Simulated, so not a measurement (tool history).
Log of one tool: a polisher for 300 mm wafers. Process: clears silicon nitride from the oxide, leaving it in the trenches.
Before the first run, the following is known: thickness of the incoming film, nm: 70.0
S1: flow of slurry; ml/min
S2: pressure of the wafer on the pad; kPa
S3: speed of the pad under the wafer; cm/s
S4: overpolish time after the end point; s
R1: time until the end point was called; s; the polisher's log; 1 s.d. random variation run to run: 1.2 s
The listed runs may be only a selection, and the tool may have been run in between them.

run	day	S1	S2	S3	S4	R1
1	0.000	235	20.7	80	12	104.60
2	0.038	195	20.7	80	12	103.92
3	0.162	195	20.7	80	9	104.77
4	0.517	195	21.4	80	9	101.72
5	0.804	195	21.4	80	9	103.02
6	1.025	195	19.3	80	9	113.16
7	1.133	195	20.7	80	9	106.51

Run 8, settings as shown, results not yet in. Your forecast:
8	1.208	195	21.4	80	9	?

R1: 103.21 s
